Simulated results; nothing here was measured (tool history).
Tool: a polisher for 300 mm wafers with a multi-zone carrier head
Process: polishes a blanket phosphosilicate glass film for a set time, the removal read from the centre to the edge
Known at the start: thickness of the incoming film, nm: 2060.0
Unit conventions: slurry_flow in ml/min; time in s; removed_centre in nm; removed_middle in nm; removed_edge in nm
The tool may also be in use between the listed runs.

| run | day | slurry_flow | centre_zone | middle_zone | edge_zone | slurry_solids | time | removed_centre | removed_middle | removed_edge |
|---|---|---|---|---|---|---|---|---|---|---|
| 1 | 0.000 | 205 | 1.00 | 1.00 | 1.00 | 1.00 | 62 | 613.68 | 640.50 | 623.16 |
| 2 | 0.208 | 205 | 0.96 | 1.00 | 1.00 | 1.00 | 62 | 590.09 | 637.23 | 616.82 |
| 3 | 0.346 | 205 | 0.95 | 1.00 | 0.98 | 0.95 | 62 | 566.89 | 619.19 | 602.86 |
| 4 | 0.675 | 205 | 0.88 | 1.00 | 0.98 | 0.95 | 62 | 535.06 | 608.68 | 599.27 |
| 5 | 0.775 | 205 | 0.88 | 1.00 | 0.98 | 1.15 | 62 | 571.86 | 680.52 | 651.28 |
| 6 | 0.938 | 205 | 0.88 | 1.01 | 0.96 | 1.10 | 62 | 571.38 | 647.57 | 633.93 |
| 7 | 1.162 | 215 | 0.89 | 1.03 | 0.97 | 1.05 | 61 | 540.47 | 637.12 | 621.06 |
| 8 | 1.488 | 205 | 0.90 | 1.05 | 0.95 | 1.00 | 60 | 538.56 | 633.76 | 586.24 |
| 9 | 1.721 | 205 | 0.90 | 1.05 | 0.95 | 1.00 | 60 | 535.37 | 628.45 | 586.07 |
| 10 | 2.046 | 200 | 0.90 | 1.06 | 0.94 | 0.95 | 60 | 515.11 | 615.83 | 567.32 |
| 11 | 2.312 | 195 | 0.90 | 1.06 | 0.93 | 0.90 | 60 | 490.60 | 606.27 | 546.81 |
| 12 | 2.417 | 190 | 0.91 | 1.05 | 0.92 | 0.90 | 60 | 511.23 | 584.52 | 543.21 |
| 13 | 2.733 | 185 | 0.91 | 1.06 | 0.91 | 0.90 | 60 | 511.27 | 603.79 | 540.79 |
| 14 | 3.004 | 180 | 0.91 | 1.06 | 0.90 | 0.90 | 60 | 505.74 | 593.24 | 538.80 |
| 15 | 3.300 | 180 | 0.91 | 1.06 | 0.89 | 0.85 | 60 | 492.95 | 580.23 | 513.37 |
| 16 | 3.471 | 180 | 0.91 | 1.06 | 0.88 | 0.85 | 60 | 479.04 | 584.98 | 515.71 |
| 17 | 3.529 | 175 | 0.92 | 1.06 | 0.87 | 0.85 | 60 | 496.66 | 577.81 | 515.09 |
| 18 | 3.592 | 175 | 0.92 | 1.06 | 0.86 | 0.85 | 60 | 494.66 | 573.46 | 506.58 |

Run 19, settings as shown, results not yet in. Your forecast:
| 19 | 3.767 | 175 | 0.92 | 1.06 | 0.85 | 0.85 | 60 | ? | ? | ? |

{"run 19": {"removed_centre": 493.65, "removed_middle": 571.49, "removed_edge": 516.2}}

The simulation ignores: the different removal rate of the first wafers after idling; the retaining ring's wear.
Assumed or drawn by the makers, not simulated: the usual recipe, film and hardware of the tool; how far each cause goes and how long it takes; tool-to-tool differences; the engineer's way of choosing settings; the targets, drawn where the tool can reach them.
